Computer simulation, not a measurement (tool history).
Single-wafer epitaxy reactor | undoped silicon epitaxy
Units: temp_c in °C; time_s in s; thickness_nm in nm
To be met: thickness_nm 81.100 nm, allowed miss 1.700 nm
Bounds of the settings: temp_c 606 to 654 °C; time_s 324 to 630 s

{"run": 1, "day": 0.0, "temp_c": 630, "time_s": 477, "thickness_nm": 48.882}
{"run": 2, "day": 0.121, "temp_c": 633, "time_s": 477, "thickness_nm": 52.965}
{"run": 3, "day": 0.221, "temp_c": 633, "time_s": 419, "thickness_nm": 46.416}
{"run": 4, "day": 0.438, "temp_c": 626, "time_s": 419, "thickness_nm": 39.108}
{"run": 5, "day": 0.488, "temp_c": 633, "time_s": 419, "thickness_nm": 46.111}
{"run": 6, "day": 0.625, "temp_c": 633, "time_s": 372, "thickness_nm": 40.646}
{"run": 7, "day": 0.842, "temp_c": 636, "time_s": 382, "thickness_nm": 44.81}
{"run": 8, "day": 1.2, "temp_c": 638, "time_s": 391, "thickness_nm": 48.373}
{"run": 9, "day": 1.521, "temp_c": 640, "time_s": 398, "thickness_nm": 52.037}
{"run": 10, "day": 1.65, "temp_c": 642, "time_s": 403, "thickness_nm": 54.787}
{"run": 11, "day": 1.938, "temp_c": 643, "time_s": 408, "thickness_nm": 56.539}
{"run": 12, "day": 2.012, "temp_c": 654, "time_s": 472, "thickness_nm": 83.925}

Which of these 5 next moves meets every target?
{"run": "A", "day": 2.088, "temp_c": 654, "time_s": 469, "thickness_nm": "?"}
{"run": "B", "day": 2.088, "temp_c": 654, "time_s": 479, "thickness_nm": "?"}
{"run": "C", "day": 2.088, "temp_c": 649, "time_s": 554, "thickness_nm": "?"}
{"run": "D", "day": 2.088, "temp_c": 652, "time_s": 472, "thickness_nm": "?"}
{"run": "E", "day": 2.088, "temp_c": 649, "time_s": 556, "thickness_nm": "?"}

move=A thickness_nm=83.791
move=B thickness_nm=85.577
move=C thickness_nm=88.408
move=D thickness_nm=80.615
move=E thickness_nm=88.727
A: as far off as the last run
B: further off than the last run
C: further off than the last run
D: meets every target
E: further off than the last run
Move D is the one to make.

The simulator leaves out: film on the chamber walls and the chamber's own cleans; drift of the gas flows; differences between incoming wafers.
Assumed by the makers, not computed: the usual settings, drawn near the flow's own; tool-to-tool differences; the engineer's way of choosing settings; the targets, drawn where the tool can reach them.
